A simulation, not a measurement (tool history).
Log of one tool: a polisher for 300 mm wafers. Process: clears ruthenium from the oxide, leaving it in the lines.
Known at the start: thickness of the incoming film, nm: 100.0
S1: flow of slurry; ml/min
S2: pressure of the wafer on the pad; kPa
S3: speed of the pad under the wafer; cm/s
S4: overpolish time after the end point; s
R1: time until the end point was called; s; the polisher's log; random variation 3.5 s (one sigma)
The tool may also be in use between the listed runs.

run	day	S1	S2	S3	S4	R1
1	0.000	215	9.0	102	34	140.53
2	0.125	215	8.3	102	34	151.89
3	0.379	215	8.3	102	34	149.66
4	0.721	215	8.3	120	34	129.52
5	0.979	215	8.3	120	34	129.02
6	1.179	215	8.3	120	37	130.21
7	1.333	210	7.6	112	37	151.07
8	1.504	205	6.9	104	37	175.32
9	1.592	200	6.2	98	37	208.22
10	1.746	195	6.2	94	37	216.44
11	1.904	190	6.2	92	37	216.68
12	1.954	190	6.2	88	37	230.30
13	2.104	185	6.2	86	37	237.40
14	2.150	180	6.2	84	37	247.39
15	2.325	160	4.1	74	37	391.11
16	2.388	165	4.1	74	37	387.79

Run 17 comes next. What will it give?
17	2.417	170	4.1	74	37	?

Run 17 gave R1 380.09 s.
